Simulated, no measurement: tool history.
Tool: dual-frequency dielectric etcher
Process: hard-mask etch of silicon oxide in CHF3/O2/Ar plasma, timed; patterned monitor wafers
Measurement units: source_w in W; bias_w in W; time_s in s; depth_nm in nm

run,day,source_w,bias_w,time_s,depth_nm
1,0.000,530,138,24,34.388
2,0.125,530,148,24,35.169
3,0.354,530,148,25,36.459
4,0.629,510,146,25,35.997
5,0.850,490,145,25,35.159
6,1.050,480,144,25,35.478
7,1.338,470,141,25,34.539
8,1.367,460,140,25,34.364
9,1.475,450,139,25,34.351
10,1.604,440,137,25,34.066
11,1.633,430,135,25,33.565
12,1.838,420,134,25,33.392

Run 13 is up next; what results do you expect?
13,1.992,410,133,25,?

For run 13 the tool returned depth_nm 33.096 nm.
